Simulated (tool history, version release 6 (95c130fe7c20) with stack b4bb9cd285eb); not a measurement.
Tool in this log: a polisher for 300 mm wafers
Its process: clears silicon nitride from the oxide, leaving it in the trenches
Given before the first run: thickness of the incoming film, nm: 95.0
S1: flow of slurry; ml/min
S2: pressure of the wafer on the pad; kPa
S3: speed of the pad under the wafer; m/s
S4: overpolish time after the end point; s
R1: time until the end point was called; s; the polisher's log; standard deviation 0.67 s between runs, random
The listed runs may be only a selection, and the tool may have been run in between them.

run 1 hour=0 | S1=270 S2=15.2 S3=1.3 S4=14 | R1=95.635
run 2 hour=4 | S1=245 S2=15.2 S3=1.3 S4=14 | R1=96.872
run 3 hour=10.3 | S1=250 S2=15.9 S3=1.3 S4=14 | R1=93.787
run 4 hour=15.7 | S1=250 S2=13.1 S3=1.3 S4=14 | R1=113.39
run 5 hour=21.1 | S1=250 S2=13.1 S3=1.3 S4=11 | R1=112.06
run 6 hour=25 | S1=250 S2=16.5 S3=1.3 S4=11 | R1=88.969
run 7 hour=32.6 | S1=260 S2=17.2 S3=1.3 S4=11 | R1=86.324

The next listed run, before its measurement:
run 8 hour=33.4 | S1=260 S2=17.9 S3=1.3 S4=11 | R1=?

Run 8 came out at R1 82.8 s.

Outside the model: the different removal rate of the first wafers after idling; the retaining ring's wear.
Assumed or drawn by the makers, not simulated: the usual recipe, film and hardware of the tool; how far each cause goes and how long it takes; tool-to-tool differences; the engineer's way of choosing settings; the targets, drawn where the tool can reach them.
